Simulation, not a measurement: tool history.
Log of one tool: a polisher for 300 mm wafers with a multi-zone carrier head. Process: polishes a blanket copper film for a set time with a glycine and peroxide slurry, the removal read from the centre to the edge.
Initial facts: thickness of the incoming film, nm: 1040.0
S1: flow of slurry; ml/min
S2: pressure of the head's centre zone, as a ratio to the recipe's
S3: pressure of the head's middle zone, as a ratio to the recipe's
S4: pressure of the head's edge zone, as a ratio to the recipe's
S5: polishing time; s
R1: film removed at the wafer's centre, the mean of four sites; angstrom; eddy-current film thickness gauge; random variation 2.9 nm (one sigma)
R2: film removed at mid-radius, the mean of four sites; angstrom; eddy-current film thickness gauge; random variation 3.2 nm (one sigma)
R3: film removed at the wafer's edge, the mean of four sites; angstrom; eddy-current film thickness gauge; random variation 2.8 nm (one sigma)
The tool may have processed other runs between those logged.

Run 1, day 0.000: S1 270 ml/min, S2 1.00, S3 1.00, S4 1.00, S5 74 s. Result: R1 2197.0 angstrom, R2 2188.4 angstrom, R3 2147.3 angstrom.
Run 2, day 0.146: S1 270 ml/min, S2 1.00, S3 1.00, S4 1.04, S5 74 s. Result: R1 2219.9 angstrom, R2 2205.3 angstrom, R3 2191.6 angstrom.
Run 3, day 0.362: S1 280 ml/min, S2 1.03, S3 1.03, S4 1.06, S5 76 s. Result: R1 2368.8 angstrom, R2 2327.1 angstrom, R3 2237.9 angstrom.
Run 4, day 0.542: S1 280 ml/min, S2 1.00, S3 1.03, S4 1.06, S5 76 s. Result: R1 2305.4 angstrom, R2 2325.9 angstrom, R3 2274.0 angstrom.
Run 5, day 0.879: S1 280 ml/min, S2 1.00, S3 1.03, S4 1.06, S5 66 s. Result: R1 1974.7 angstrom, R2 1991.0 angstrom, R3 1957.5 angstrom.
Run 6, day 0.971: S1 280 ml/min, S2 1.00, S3 1.09, S4 1.06, S5 66 s. Result: R1 1946.7 angstrom, R2 2085.8 angstrom, R3 1978.1 angstrom.

The next listed run, before its measurement:
Run 7, day 1.346: S1 285 ml/min, S2 1.03, S3 1.10, S4 1.07, S5 70 s. Result: R1 ?, R2 ?, R3 ?.

Run 7 gave R1 2146.7 angstrom, R2 2288.5 angstrom, R3 2110.3 angstrom.

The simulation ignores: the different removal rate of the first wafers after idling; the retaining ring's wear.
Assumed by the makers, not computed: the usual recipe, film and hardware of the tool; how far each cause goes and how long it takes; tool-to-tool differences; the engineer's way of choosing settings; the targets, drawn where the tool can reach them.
